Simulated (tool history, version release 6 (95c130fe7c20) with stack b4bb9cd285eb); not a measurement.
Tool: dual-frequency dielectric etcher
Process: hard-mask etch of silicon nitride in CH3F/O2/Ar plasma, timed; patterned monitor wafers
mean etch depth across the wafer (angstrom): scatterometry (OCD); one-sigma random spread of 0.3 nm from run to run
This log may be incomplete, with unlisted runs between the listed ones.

run,hour,source power (W),bias power (W),etch time (s),mean etch depth across the wafer (angstrom)
1,0.0,430,73,172,1293.2
2,0.6,410,73,172,1269.6
3,7.4,410,64,172,1207.3
4,15.0,410,73,172,1266.2
5,23.5,390,73,172,1223.4
6,26.2,390,73,179,1275.1

What will run 7 give?
7,31.1,380,73,179,?

mean etch depth across the wafer (angstrom): 1258.9
